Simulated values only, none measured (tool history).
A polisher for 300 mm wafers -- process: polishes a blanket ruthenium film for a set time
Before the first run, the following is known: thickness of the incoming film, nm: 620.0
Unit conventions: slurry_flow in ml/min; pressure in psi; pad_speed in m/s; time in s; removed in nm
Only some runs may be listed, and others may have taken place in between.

run	hour	slurry_flow	pressure	pad_speed	time	removed
1	0	200	2.7	0.96	25	36.666
2	1	210	3	0.96	25	41.144
3	6.4	230	3	0.96	25	41.206
4	11.7	230	3.2	0.96	25	43.51
5	15	230	3.4	0.96	25	45.953
6	21.9	230	3.6	0.96	25	48.742
7	26.7	235	3.7	0.96	25	49.521

Run 8 is up next; what results do you expect?
8	29.9	235	4.1	1	25	?

removed: 56.101 nm
